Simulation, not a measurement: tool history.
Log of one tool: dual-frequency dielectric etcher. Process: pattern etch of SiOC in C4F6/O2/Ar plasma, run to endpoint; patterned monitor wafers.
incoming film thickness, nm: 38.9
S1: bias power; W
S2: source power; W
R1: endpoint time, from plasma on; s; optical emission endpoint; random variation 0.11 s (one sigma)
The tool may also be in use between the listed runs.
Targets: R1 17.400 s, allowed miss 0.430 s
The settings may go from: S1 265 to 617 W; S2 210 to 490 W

run	hour	S1	S2	R1
1	0.0	441	350	14.754
2	3.6	441	390	14.334
3	5.1	391	370	15.161
4	6.3	313	370	16.821
5	14.3	365	370	15.574
6	22.6	337	360	16.391
7	28.0	337	360	16.427
8	29.1	323	360	16.874
9	37.3	316	360	16.604

4 next moves are on the table. One of them brings every result within its allowed miss. Which?
A	45.5	337	350	?
B	45.5	300	360	?
C	45.5	352	350	?
D	45.5	343	350	?

move	R1
A	16.610
B	17.300
C	16.300
D	16.484
A: as far off as the last run
B: meets every target
C: further off than the last run
D: further off than the last run
Answer: B
